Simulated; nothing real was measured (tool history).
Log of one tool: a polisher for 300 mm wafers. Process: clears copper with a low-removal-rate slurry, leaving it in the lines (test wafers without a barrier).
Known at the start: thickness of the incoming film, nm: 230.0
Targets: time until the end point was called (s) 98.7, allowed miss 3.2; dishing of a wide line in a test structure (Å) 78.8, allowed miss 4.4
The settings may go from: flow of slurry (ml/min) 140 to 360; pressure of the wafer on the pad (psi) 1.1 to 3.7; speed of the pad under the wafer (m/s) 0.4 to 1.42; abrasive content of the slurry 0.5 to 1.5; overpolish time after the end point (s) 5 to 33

run,hour,flow of slurry (ml/min),pressure of the wafer on the pad (psi),speed of the pad under the wafer (m/s),abrasive content of the slurry,overpolish time after the end point (s),time until the end point was called (s),dishing of a wide line in a test structure (Å)
1,0,230,2.4,0.9,1,17,103.73,233.44
2,2.4,230,2.4,1.08,1,17,84.973,277.71
3,9.1,230,2,1.14,0.95,13,97.751,193.43
4,13.6,260,2,1.14,0.95,13,96.401,198.81
5,18.7,260,1.6,1.14,0.95,13,114.83,164.35
6,26.3,220,1.4,1.24,1.05,10,119.55,124.05
7,28.2,220,1.4,1.24,1.05,10,118.44,126.21
8,28.8,195,1.4,1.3,1.2,8,112.03,111.56

5 next moves are on the table. One of them brings every result within its allowed miss. Which?
A,29.4,185,1.3,1.24,1,18,?,?
B,29.4,140,1.1,1.4,1.1,13,?,?
C,29.4,205,1.4,1.12,1.15,12,?,?
D,29.4,220,1.3,1.3,1.05,14,?,?
E,29.4,175,1.5,1.42,1.2,5,?,?

move,time until the end point was called (s),dishing of a wide line in a test structure (Å)
A,128.76,194.76
B,133.96,139.71
C,128.32,135.97
D,118.78,167.4
E,97.672,77.306
A: further off than the last run
B: further off than the last run
C: further off than the last run
D: further off than the last run
E: meets every target
The right move is E.
